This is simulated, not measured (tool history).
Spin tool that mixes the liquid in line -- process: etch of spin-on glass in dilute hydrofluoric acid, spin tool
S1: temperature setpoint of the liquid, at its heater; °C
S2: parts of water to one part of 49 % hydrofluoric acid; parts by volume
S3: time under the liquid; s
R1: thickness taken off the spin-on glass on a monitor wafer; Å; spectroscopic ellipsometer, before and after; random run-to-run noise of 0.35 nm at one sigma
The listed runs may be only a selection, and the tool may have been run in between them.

run,day,S1,S2,S3,R1
1,0.000,23.0,115,50,186.68
2,0.312,25.0,100,50,234.96
3,0.542,26.5,90,50,280.52
4,0.779,26.5,90,50,278.20
5,0.825,27.5,85,50,308.07
6,0.871,28.5,80,50,344.35

Forecast run 7:
7,1.025,31.0,70,50,?

R1: 442.19 Å
